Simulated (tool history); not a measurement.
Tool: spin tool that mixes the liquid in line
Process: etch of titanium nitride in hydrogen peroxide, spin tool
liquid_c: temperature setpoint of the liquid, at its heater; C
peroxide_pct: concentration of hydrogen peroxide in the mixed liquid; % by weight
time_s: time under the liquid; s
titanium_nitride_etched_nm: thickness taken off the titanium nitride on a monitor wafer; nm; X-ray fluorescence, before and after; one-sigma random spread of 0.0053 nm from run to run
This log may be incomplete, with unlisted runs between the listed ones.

Run 1, hour 0.0: liquid_c 45.0 C, peroxide_pct 20.5 % by weight, time_s 25 s. Result: titanium_nitride_etched_nm 1.28850 nm.
Run 2, hour 5.6: liquid_c 44.0 C, peroxide_pct 20.5 % by weight, time_s 25 s. Result: titanium_nitride_etched_nm 1.20370 nm.
Run 3, hour 13.2: liquid_c 43.0 C, peroxide_pct 20.5 % by weight, time_s 25 s. Result: titanium_nitride_etched_nm 1.10970 nm.
Run 4, hour 21.7: liquid_c 49.0 C, peroxide_pct 20.5 % by weight, time_s 25 s. Result: titanium_nitride_etched_nm 1.73880 nm.
Run 5, hour 29.9: liquid_c 55.5 C, peroxide_pct 20.5 % by weight, time_s 25 s. Result: titanium_nitride_etched_nm 2.76530 nm.
Run 6, hour 36.5: liquid_c 53.0 C, peroxide_pct 20.5 % by weight, time_s 25 s. Result: titanium_nitride_etched_nm 2.27940 nm.
Run 7, hour 44.5: liquid_c 51.0 C, peroxide_pct 20.5 % by weight, time_s 25 s. Result: titanium_nitride_etched_nm 2.01150 nm.
Run 8, hour 46.7: liquid_c 49.0 C, peroxide_pct 20.5 % by weight, time_s 25 s. Result: titanium_nitride_etched_nm 1.71770 nm.
Run 9, hour 55.3: liquid_c 41.0 C, peroxide_pct 20.0 % by weight, time_s 25 s. Result: titanium_nitride_etched_nm 0.94871 nm.

Run 10 comes next. What will it give?
Run 10, hour 62.9: liquid_c 40.5 C, peroxide_pct 20.0 % by weight, time_s 25 s. Result: titanium_nitride_etched_nm ?.

{"run 10": {"titanium_nitride_etched_nm": 0.90404}}
